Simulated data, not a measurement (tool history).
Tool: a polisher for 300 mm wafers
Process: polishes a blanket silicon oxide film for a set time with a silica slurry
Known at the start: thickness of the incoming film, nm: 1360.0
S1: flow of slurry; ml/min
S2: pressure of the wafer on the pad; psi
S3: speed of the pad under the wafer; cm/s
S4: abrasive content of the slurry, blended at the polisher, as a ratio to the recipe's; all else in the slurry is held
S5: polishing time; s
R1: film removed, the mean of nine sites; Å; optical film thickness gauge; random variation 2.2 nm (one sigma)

run 1 hour=0.0 | S1=125 S2=3.7 S3=144 S4=1.0 S5=47 | R1=1029.20
run 2 hour=6.2 | S1=125 S2=3.7 S3=144 S4=1.0 S5=47 | R1=1014.00
run 3 hour=10.8 | S1=125 S2=3.7 S3=126 S4=1.0 S5=47 | R1=921.81
run 4 hour=14.2 | S1=145 S2=3.7 S3=126 S4=1.0 S5=47 | R1=986.94
run 5 hour=17.0 | S1=150 S2=4.0 S3=126 S4=1.0 S5=47 | R1=1041.20
run 6 hour=20.4 | S1=120 S2=4.0 S3=126 S4=1.0 S5=47 | R1=1006.80
run 7 hour=28.2 | S1=125 S2=4.2 S3=130 S4=1.0 S5=47 | R1=1063.90
run 8 hour=28.7 | S1=130 S2=4.4 S3=136 S4=1.0 S5=47 | R1=1115.90
run 9 hour=30.0 | S1=135 S2=4.6 S3=146 S4=1.0 S5=47 | R1=1231.80
run 10 hour=38.5 | S1=140 S2=4.8 S3=152 S4=1.0 S5=47 | R1=1346.60

The next listed run, before its measurement:
run 11 hour=39.1 | S1=145 S2=4.9 S3=156 S4=1.0 S5=47 | R1=?

{"run 11": {"R1": 1410.8}}
